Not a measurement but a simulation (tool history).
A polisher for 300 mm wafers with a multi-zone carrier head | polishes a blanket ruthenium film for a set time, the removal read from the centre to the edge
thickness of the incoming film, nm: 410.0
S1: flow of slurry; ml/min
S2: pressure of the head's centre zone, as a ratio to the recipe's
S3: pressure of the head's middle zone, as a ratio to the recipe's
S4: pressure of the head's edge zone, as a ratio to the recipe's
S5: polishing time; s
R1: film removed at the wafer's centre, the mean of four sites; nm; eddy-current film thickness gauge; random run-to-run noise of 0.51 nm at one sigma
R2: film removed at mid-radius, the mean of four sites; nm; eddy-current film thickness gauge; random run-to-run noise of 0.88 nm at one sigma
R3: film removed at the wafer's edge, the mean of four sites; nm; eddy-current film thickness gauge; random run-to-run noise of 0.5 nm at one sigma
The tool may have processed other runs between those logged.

run  hour   S1    S2    S3    S4  S5      R1      R2      R3
  1     0  185     1     1     1  79  47.554  46.028  48.374
  2   7.9  195  1.01  1.04  1.03  80  49.293  47.231  49.269
  3  12.6  200     1  1.06  1.02  83    49.8  50.755  51.465
  4  16.6  200     1  1.06  1.06  83  49.435  50.498  52.503
  5  18.9  210  1.01  1.09  1.06  84  51.358  54.172  53.417
  6  20.3  210  1.07  1.09  1.06  84  54.451  53.442   53.64
  7  25.5  220  1.07  1.11  1.07  85  55.365  55.699  53.894
  8  29.3  225  1.07  1.12  1.08  86  57.129  55.189  55.263

For run 9, what comes out?
     38.1  -- edge zone pressure recalibrated
  9  38.1  225  1.06  1.13  1.08  87   ?   ?   ?

R1: 56.076 nm
R2: 58.878 nm
R3: 53.768 nm

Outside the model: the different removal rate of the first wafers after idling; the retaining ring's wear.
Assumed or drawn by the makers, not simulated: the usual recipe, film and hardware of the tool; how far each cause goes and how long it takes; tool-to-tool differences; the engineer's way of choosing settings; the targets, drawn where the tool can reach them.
